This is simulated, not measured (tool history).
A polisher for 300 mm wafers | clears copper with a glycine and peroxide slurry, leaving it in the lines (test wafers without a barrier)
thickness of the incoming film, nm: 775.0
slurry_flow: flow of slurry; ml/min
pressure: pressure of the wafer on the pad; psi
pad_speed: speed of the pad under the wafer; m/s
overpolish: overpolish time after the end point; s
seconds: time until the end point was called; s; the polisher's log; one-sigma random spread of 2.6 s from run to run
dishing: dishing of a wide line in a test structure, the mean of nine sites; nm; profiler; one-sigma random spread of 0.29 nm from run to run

run 1 hour=0 | slurry_flow=245 pressure=2.6 pad_speed=0.88 overpolish=30 | seconds=132.88 dishing=25.482
run 2 hour=8.5 | slurry_flow=235 pressure=2.4 pad_speed=0.86 overpolish=28 | seconds=144.63 dishing=23.701
run 3 hour=16.5 | slurry_flow=225 pressure=2.3 pad_speed=0.84 overpolish=26 | seconds=153.65 dishing=24.537
run 4 hour=19.6 | slurry_flow=225 pressure=2.3 pad_speed=0.92 overpolish=26 | seconds=138.44 dishing=24.722
run 5 hour=22 | slurry_flow=270 pressure=2.3 pad_speed=0.92 overpolish=26 | seconds=136.21 dishing=25.046
run 6 hour=29.2 | slurry_flow=270 pressure=2.9 pad_speed=0.92 overpolish=26 | seconds=118.83 dishing=24.741
run 7 hour=37.3 | slurry_flow=255 pressure=2.8 pad_speed=0.86 overpolish=24 | seconds=132.46 dishing=24.683
run 8 hour=40.4 | slurry_flow=245 pressure=2.6 pad_speed=0.84 overpolish=22 | seconds=137.46 dishing=24.187
run 9 hour=42.4 | slurry_flow=235 pressure=2.5 pad_speed=0.8 overpolish=21 | seconds=148.75 dishing=24.048
run 10 hour=46.8 | slurry_flow=225 pressure=2.5 pad_speed=0.76 overpolish=20 | seconds=157.25 dishing=24.596
run 11 hour=47.7 | slurry_flow=215 pressure=2.4 pad_speed=0.76 overpolish=19 | seconds=156.93 dishing=23.999
run 12 hour=49.2 | slurry_flow=205 pressure=2.3 pad_speed=0.74 overpolish=18 | seconds=170.95 dishing=23.751

Estimate the outcome of run 13 from the log above:
run 13 hour=55.2 | slurry_flow=200 pressure=2.2 pad_speed=0.74 overpolish=17 | seconds=? dishing=?

{"run 13": {"seconds": 171.9, "dishing": 23.121}}
